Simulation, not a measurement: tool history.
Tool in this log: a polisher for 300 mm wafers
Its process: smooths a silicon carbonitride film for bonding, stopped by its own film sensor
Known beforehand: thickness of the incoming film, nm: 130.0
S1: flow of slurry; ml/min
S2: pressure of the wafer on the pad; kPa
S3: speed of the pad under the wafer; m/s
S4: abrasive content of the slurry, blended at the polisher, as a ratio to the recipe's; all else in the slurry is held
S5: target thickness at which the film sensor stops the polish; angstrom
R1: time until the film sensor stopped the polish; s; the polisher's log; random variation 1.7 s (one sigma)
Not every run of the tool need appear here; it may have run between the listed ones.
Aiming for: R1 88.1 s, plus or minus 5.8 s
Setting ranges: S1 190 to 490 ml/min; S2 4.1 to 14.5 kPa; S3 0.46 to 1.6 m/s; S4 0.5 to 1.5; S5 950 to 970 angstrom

{"run": 1, "hour": 0.0, "S1": 315, "S2": 9, "S3": 1.02, "S4": 1, "S5": 970, "R1": 149.75}
{"run": 2, "hour": 4.2, "S1": 315, "S2": 9, "S3": 1.02, "S4": 1, "S5": 970, "R1": 147.59}
{"run": 3, "hour": 9.5, "S1": 315, "S2": 8.3, "S3": 1.02, "S4": 1, "S5": 970, "R1": 164.42}
{"run": 4, "hour": 16.5, "S1": 385, "S2": 8.3, "S3": 1.02, "S4": 1, "S5": 970, "R1": 162.45}
{"run": 5, "hour": 19.8, "S1": 385, "S2": 9.7, "S3": 1.04, "S4": 1, "S5": 970, "R1": 138.3}
{"run": 6, "hour": 27.0, "S1": 435, "S2": 9.7, "S3": 1.04, "S4": 1, "S5": 970, "R1": 132.66}
{"run": 7, "hour": 27.6, "S1": 435, "S2": 9.7, "S3": 1.04, "S4": 1, "S5": 970, "R1": 133.84}
{"run": 8, "hour": 28.6, "S1": 435, "S2": 9.7, "S3": 1.04, "S4": 1, "S5": 970, "R1": 133.15}
{"run": 9, "hour": 33.6, "S1": 435, "S2": 12.4, "S3": 1.1, "S4": 1, "S5": 970, "R1": 97.185}

4 next moves are on the table. One of them brings every result within its allowed miss. Which?
{"run": "A", "hour": 38.6, "S1": 485, "S2": 11, "S3": 1.08, "S4": 1.45, "S5": 950, "R1": "?"}
{"run": "B", "hour": 38.6, "S1": 355, "S2": 11, "S3": 1.38, "S4": 0.85, "S5": 970, "R1": "?"}
{"run": "C", "hour": 38.6, "S1": 425, "S2": 14.5, "S3": 0.9, "S4": 1.05, "S5": 950, "R1": "?"}
{"run": "D", "hour": 38.6, "S1": 490, "S2": 11, "S3": 1.34, "S4": 1.1, "S5": 970, "R1": "?"}

move=A R1=101.93
move=B R1=106.93
move=C R1=106.19
move=D R1=91.894
A: moves away from the targets compared with the last run
B: moves away from the targets compared with the last run
C: moves away from the targets compared with the last run
D: every result lands within tolerance
D meets every target.
